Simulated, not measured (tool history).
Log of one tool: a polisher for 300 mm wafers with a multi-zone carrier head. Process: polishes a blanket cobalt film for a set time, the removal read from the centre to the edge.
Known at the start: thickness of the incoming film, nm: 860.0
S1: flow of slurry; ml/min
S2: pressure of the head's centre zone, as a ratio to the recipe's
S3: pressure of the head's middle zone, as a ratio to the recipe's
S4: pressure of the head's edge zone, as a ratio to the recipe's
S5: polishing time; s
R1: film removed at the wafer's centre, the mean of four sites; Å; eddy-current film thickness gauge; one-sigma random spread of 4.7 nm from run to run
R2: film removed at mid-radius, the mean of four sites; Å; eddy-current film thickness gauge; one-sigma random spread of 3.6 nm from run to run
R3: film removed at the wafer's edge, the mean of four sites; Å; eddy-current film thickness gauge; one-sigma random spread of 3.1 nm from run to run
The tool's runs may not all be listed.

run  hour   S1    S2    S3    S4  S5      R1      R2      R3
  1   0.0  285  1.00  1.00  1.00  64  2945.2  3071.0  2962.8
  2   7.7  285  1.00  1.00  1.08  64  2980.2  2968.5  3062.4
  3  15.2  295  1.03  1.05  1.10  67  3238.7  3324.4  3281.2
  4  17.8  310  1.07  1.08  1.12  68  3463.2  3464.5  3390.8
  5  21.2  380  1.07  1.08  1.12  68  3492.9  3519.4  3381.4
  6  29.0  380  1.07  1.08  1.12  80  4116.1  4177.8  3920.8

What does the tool deliver on the next run?
  7  36.1  385  1.06  1.07  1.10  79   ?   ?   ?

R1: 3915.5 Å
R2: 4039.7 Å
R3: 3927.3 Å

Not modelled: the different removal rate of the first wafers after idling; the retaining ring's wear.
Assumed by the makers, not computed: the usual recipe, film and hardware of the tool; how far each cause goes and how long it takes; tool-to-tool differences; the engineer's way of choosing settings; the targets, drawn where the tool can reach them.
